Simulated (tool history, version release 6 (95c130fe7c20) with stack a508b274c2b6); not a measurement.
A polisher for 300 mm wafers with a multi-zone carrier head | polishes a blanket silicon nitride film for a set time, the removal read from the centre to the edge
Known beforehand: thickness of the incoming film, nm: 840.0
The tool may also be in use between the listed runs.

run  hour  flow of slurry (ml/min)  pressure of the head's centre zone  pressure of the head's middle zone  pressure of the head's edge zone  polishing time (s)  film removed at the wafer's centre (Å)  film removed at mid-radius (Å)  film removed at the wafer's edge (Å)
  1   0.0                      280                                1.00                                1.00                              1.00                  64                                  1006.4                          998.51                               1020.20
  2   1.4                      280                                1.00                                1.00                              0.96                  64                                  1006.9                         1009.60                                995.42
  3   6.3                      280                                1.00                                1.05                              0.96                  64                                  1023.4                         1041.20                                985.15
  4   9.0                      290                                1.01                                1.06                              0.99                  66                                  1063.8                         1080.80                               1063.90
  5  12.1                      300                                1.03                                1.08                              1.00                  67                                  1099.7                         1122.70                               1090.90
  6  13.7                      310                                1.05                                1.10                              1.02                  68                                  1139.7                         1146.30                               1108.40
  7  19.0                      315                                1.06                                1.11                              1.04                  69                                  1172.8                         1173.00                               1142.50

What will run 8 give?
  8  24.8                      320                                1.07                                1.12                              1.06                  70                                       ?                               ?                                     ?

{"run 8": {"film removed at the wafer's centre (Å)": 1214.3, "film removed at mid-radius (Å)": 1192.2, "film removed at the wafer's edge (Å)": 1154.2}}
